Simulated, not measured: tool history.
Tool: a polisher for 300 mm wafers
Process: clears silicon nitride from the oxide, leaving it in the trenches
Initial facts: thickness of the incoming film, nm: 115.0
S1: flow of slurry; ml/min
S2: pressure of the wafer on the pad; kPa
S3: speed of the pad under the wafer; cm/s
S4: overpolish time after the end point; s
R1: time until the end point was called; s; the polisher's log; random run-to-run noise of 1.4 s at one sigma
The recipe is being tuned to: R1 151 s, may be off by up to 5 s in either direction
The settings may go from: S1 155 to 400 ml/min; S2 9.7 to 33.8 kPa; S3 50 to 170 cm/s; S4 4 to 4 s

Run 1, hour 0: S1 255 ml/min, S2 21.4 kPa, S3 110 cm/s, S4 4 s. Result: R1 116.16 s.
Run 2, hour 4.4: S1 255 ml/min, S2 21.4 kPa, S3 94 cm/s, S4 4 s. Result: R1 131.69 s.
Run 3, hour 10.1: S1 310 ml/min, S2 21.4 kPa, S3 94 cm/s, S4 4 s. Result: R1 130.44 s.
Run 4, hour 14.8: S1 310 ml/min, S2 21.4 kPa, S3 94 cm/s, S4 4 s. Result: R1 130.23 s.
Run 5, hour 21: S1 310 ml/min, S2 21.4 kPa, S3 94 cm/s, S4 4 s. Result: R1 129.17 s.
Run 6, hour 29: S1 310 ml/min, S2 21.4 kPa, S3 68 cm/s, S4 4 s. Result: R1 161.04 s.
Run 7, hour 31: S1 310 ml/min, S2 22.1 kPa, S3 68 cm/s, S4 4 s. Result: R1 158.3 s.
Run 8, hour 33.4: S1 310 ml/min, S2 22.1 kPa, S3 68 cm/s, S4 4 s. Result: R1 158.12 s.

Next run, 4 choices. One meets every target within its allowed miss, the rest don't. Which?
Run A, hour 35.8: S1 260 ml/min, S2 18.6 kPa, S3 78 cm/s, S4 4 s. Result: R1 ?.
Run B, hour 35.8: S1 310 ml/min, S2 22.1 kPa, S3 64 cm/s, S4 4 s. Result: R1 ?.
Run C, hour 35.8: S1 305 ml/min, S2 23.4 kPa, S3 58 cm/s, S4 4 s. Result: R1 ?.
Run D, hour 35.8: S1 325 ml/min, S2 21.4 kPa, S3 76 cm/s, S4 4 s. Result: R1 ?.

move      R1
   A  170.38
   B  162.62
   C  163.46
   D  148.97
A: its largest miss is bigger than the last run's
B: its largest miss is bigger than the last run's
C: its largest miss is bigger than the last run's
D: all results in spec
D is the move that brings every result within its allowed miss.
